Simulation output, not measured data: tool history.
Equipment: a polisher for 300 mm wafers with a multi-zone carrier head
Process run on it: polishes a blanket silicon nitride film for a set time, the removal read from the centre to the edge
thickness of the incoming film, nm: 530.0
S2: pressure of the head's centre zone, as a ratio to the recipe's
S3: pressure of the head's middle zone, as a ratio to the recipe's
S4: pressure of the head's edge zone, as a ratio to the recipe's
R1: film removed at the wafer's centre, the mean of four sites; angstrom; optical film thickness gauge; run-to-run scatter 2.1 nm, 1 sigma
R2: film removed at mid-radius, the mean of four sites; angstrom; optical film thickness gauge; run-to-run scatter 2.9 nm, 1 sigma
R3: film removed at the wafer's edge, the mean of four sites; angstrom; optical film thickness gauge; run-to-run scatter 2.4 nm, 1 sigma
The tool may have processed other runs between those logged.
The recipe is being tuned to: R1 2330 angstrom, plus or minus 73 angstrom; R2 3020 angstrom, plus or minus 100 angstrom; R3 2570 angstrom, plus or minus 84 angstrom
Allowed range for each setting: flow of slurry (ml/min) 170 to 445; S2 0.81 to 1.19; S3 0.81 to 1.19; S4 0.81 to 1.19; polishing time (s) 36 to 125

run 1 hour=0 | flow_of_slurry_(ml/min)=285 S2=1 S3=1 S4=1 polishing_time_(s)=80 | R1=2237 R2=2088.6 R3=2073.4
run 2 hour=4.7 | flow_of_slurry_(ml/min)=295 S2=0.97 S3=1.05 S4=1.01 polishing_time_(s)=83 | R1=2246.5 R2=2296 R3=2129.6
run 3 hour=12.5 | flow_of_slurry_(ml/min)=295 S2=0.93 S3=1.05 S4=1.01 polishing_time_(s)=83 | R1=2193.2 R2=2248.6 R3=2188.1
run 4 hour=15 | flow_of_slurry_(ml/min)=310 S2=0.9 S3=1.08 S4=1 polishing_time_(s)=86 | R1=2197.5 R2=2405.2 R3=2245.5
run 5 hour=19.1 | flow_of_slurry_(ml/min)=320 S2=0.88 S3=1.11 S4=1.01 polishing_time_(s)=88 | R1=2190.5 R2=2545.2 R3=2289.4
run 6 hour=26.5 | flow_of_slurry_(ml/min)=320 S2=0.88 S3=1.11 S4=1.06 polishing_time_(s)=88 | R1=2199.6 R2=2564.1 R3=2321.1
run 7 hour=31.6 | flow_of_slurry_(ml/min)=320 S2=0.87 S3=1.13 S4=1.07 polishing_time_(s)=90 | R1=2234.4 R2=2659.5 R3=2390.3
run 8 hour=39.2 | flow_of_slurry_(ml/min)=325 S2=0.86 S3=1.14 S4=1.08 polishing_time_(s)=91 | R1=2204.4 R2=2686.4 R3=2460.2
run 9 hour=40.7 | flow_of_slurry_(ml/min)=335 S2=0.86 S3=1.15 S4=1.07 polishing_time_(s)=92 | R1=2214.7 R2=2795.1 R3=2499.1
run 10 hour=42.5 | flow_of_slurry_(ml/min)=340 S2=0.88 S3=1.16 S4=1.07 polishing_time_(s)=92 | R1=2299.8 R2=2757.7 R3=2430.3
run 11 hour=46.3 | flow_of_slurry_(ml/min)=340 S2=0.87 S3=1.17 S4=1.06 polishing_time_(s)=93 | R1=2296.6 R2=2836.7 R3=2474.2
run 12 hour=51.7 | flow_of_slurry_(ml/min)=345 S2=0.86 S3=1.17 S4=1.05 polishing_time_(s)=94 | R1=2303.5 R2=2859.4 R3=2464.8
run 13 hour=59.7 | flow_of_slurry_(ml/min)=345 S2=0.85 S3=1.17 S4=1.05 polishing_time_(s)=95 | R1=2290.3 R2=2872.2 R3=2526.1
-- hour=63.4 centre zone pressure recalibrated
run 14 hour=63.4 | flow_of_slurry_(ml/min)=345 S2=0.85 S3=1.17 S4=1.04 polishing_time_(s)=96 | R1=2177.6 R2=2907.9 R3=2529.8
run 15 hour=68.4 | flow_of_slurry_(ml/min)=345 S2=0.86 S3=1.17 S4=1.04 polishing_time_(s)=96 | R1=2216.3 R2=2954 R3=2561.4
run 16 hour=72.9 | flow_of_slurry_(ml/min)=345 S2=0.87 S3=1.17 S4=1.04 polishing_time_(s)=96 | R1=2220 R2=2897.3 R3=2533

Pick the move, out of 4, that brings all results within their allowed miss; only one does.
run A hour=77.4 | flow_of_slurry_(ml/min)=330 S2=0.82 S3=1.02 S4=1.01 polishing_time_(s)=98 | R1=? R2=? R3=?
run B hour=77.4 | flow_of_slurry_(ml/min)=345 S2=0.89 S3=1.19 S4=1.01 polishing_time_(s)=98 | R1=? R2=? R3=?
run C hour=77.4 | flow_of_slurry_(ml/min)=340 S2=0.81 S3=1.13 S4=1.05 polishing_time_(s)=97 | R1=? R2=? R3=?
run D hour=77.4 | flow_of_slurry_(ml/min)=320 S2=0.85 S3=1.03 S4=0.94 polishing_time_(s)=100 | R1=? R2=? R3=?

move=A R1=2167.7 R2=2605 R3=2577.2
move=B R1=2365.3 R2=2980.7 R3=2577.4
move=C R1=2125.7 R2=2819.7 R3=2591.6
move=D R1=2288.3 R2=2674.2 R3=2552.1
A: lands further from the targets than the last run did
B: each result inside its tolerance
C: lands further from the targets than the last run did
D: meets the target for the result that was furthest off, but another lies outside its allowed miss
B meets every target.
